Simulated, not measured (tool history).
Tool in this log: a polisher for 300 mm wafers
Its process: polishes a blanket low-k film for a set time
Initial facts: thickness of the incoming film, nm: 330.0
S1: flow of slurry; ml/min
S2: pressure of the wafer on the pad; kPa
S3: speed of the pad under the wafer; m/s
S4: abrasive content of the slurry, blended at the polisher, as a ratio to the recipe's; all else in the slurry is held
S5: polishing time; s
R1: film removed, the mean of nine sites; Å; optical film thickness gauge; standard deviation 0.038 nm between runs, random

run  hour   S1    S2    S3   S4  S5       R1
  1   0.0  185  13.8  1.04  1.0  22  105.730
  2   8.3  185  13.8  0.88  1.0  22   91.389
  3  14.6  185  13.8  1.00  1.0  22  101.970
  4  22.5  185  13.8  1.00  1.1  22  105.190
  5  25.9  180  11.7  0.94  1.1  22   85.865
  6  27.9  180   9.7  0.94  1.1  22   71.146
  7  30.7  175   8.3  0.92  1.1  22   58.863
  8  34.6  160   7.6  0.92  1.1  22   53.340
  9  35.4  160   7.6  0.92  1.1  22   54.413

For run 10, what comes out?
 10  40.8  150  7.6  0.92  1.1  22   ?

Run 10 came out at R1 53.018 Å.

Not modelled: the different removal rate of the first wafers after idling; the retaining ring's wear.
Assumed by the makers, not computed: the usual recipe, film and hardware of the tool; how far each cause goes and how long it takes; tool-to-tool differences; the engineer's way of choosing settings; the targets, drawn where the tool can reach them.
